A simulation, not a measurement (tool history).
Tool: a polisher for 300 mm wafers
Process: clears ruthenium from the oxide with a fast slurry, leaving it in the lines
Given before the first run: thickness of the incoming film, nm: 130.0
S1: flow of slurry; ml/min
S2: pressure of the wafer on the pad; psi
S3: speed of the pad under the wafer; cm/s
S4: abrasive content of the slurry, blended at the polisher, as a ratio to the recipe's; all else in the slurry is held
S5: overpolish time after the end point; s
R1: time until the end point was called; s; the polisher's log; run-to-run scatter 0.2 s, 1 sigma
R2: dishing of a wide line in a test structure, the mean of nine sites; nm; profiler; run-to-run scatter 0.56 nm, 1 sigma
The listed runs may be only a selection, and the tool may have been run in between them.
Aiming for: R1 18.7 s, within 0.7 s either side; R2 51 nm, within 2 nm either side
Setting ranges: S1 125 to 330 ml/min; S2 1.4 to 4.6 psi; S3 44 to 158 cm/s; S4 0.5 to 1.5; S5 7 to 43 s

Run 1, day 0: S1 210 ml/min, S2 3 psi, S3 100 cm/s, S4 1, S5 22 s. Result: R1 27.592 s, R2 64.66 nm.
Run 2, day 0.212: S1 215 ml/min, S2 3.2 psi, S3 100 cm/s, S4 1, S5 20 s. Result: R1 26.356 s, R2 63.383 nm.
Run 3, day 0.529: S1 215 ml/min, S2 3.7 psi, S3 100 cm/s, S4 1, S5 20 s. Result: R1 22.967 s, R2 68.599 nm.
Run 4, day 0.704: S1 215 ml/min, S2 3.7 psi, S3 82 cm/s, S4 1, S5 20 s. Result: R1 28.316 s, R2 58.896 nm.
Run 5, day 0.892: S1 215 ml/min, S2 4.1 psi, S3 82 cm/s, S4 1, S5 20 s. Result: R1 26.157 s, R2 62.865 nm.
Run 6, day 1.142: S1 220 ml/min, S2 4.2 psi, S3 84 cm/s, S4 1, S5 18 s. Result: R1 24.313 s, R2 59.126 nm.
Run 7, day 1.492: S1 220 ml/min, S2 4.2 psi, S3 84 cm/s, S4 1, S5 18 s. Result: R1 25.318 s, R2 59.898 nm.
Run 8, day 1.825: S1 220 ml/min, S2 4.3 psi, S3 88 cm/s, S4 1, S5 16 s. Result: R1 23.387 s, R2 58.264 nm.
Run 9, day 2.167: S1 240 ml/min, S2 4.6 psi, S3 100 cm/s, S4 1, S5 7 s. Result: R1 19.379 s, R2 33.548 nm.
Run 10, day 2.438: S1 230 ml/min, S2 4.5 psi, S3 102 cm/s, S4 1, S5 8 s. Result: R1 19.159 s, R2 37.584 nm.
Run 11, day 2.629: S1 170 ml/min, S2 4.3 psi, S3 112 cm/s, S4 1, S5 13 s. Result: R1 19.125 s, R2 56.974 nm.
Run 12, day 2.729: S1 175 ml/min, S2 4.3 psi, S3 112 cm/s, S4 1, S5 13 s. Result: R1 18.551 s, R2 55.951 nm.
Run 13, day 2.792: S1 190 ml/min, S2 4.2 psi, S3 112 cm/s, S4 1, S5 10 s. Result: R1 19.364 s, R2 45.724 nm.
Run 14, day 3.083: S1 185 ml/min, S2 4.2 psi, S3 112 cm/s, S4 1, S5 10 s. Result: R1 19.085 s, R2 47.047 nm.
Run 15, day 3.267: S1 180 ml/min, S2 4.2 psi, S3 112 cm/s, S4 1, S5 10 s. Result: R1 19.027 s, R2 45.558 nm.

Of the 5 settings listed for the next run, only one would bring every result within its allowed miss of target. Which one?
Run A, day 3.45: S1 125 ml/min, S2 4.2 psi, S3 132 cm/s, S4 0.9, S5 10 s. Result: R1 ?, R2 ?.
Run B, day 3.45: S1 235 ml/min, S2 4.1 psi, S3 102 cm/s, S4 1.05, S5 11 s. Result: R1 ?, R2 ?.
Run C, day 3.45: S1 160 ml/min, S2 4 psi, S3 112 cm/s, S4 1.05, S5 9 s. Result: R1 ?, R2 ?.
Run D, day 3.45: S1 180 ml/min, S2 4.5 psi, S3 130 cm/s, S4 0.85, S5 8 s. Result: R1 ?, R2 ?.
Run E, day 3.45: S1 170 ml/min, S2 4.6 psi, S3 108 cm/s, S4 1, S5 11 s. Result: R1 ?, R2 ?.

move      R1      R2
   A  18.817  45.769
   B  19.857  47.411
   C  19.565  40.419
   D  17.634  39.932
   E  18.503  50.311
A: neither nearer nor further off than the last run
B: closer than the last run, but not yet in spec
C: its largest miss is bigger than the last run's
D: its largest miss is bigger than the last run's
E: in spec on every target
E is the move that brings every result within its allowed miss.
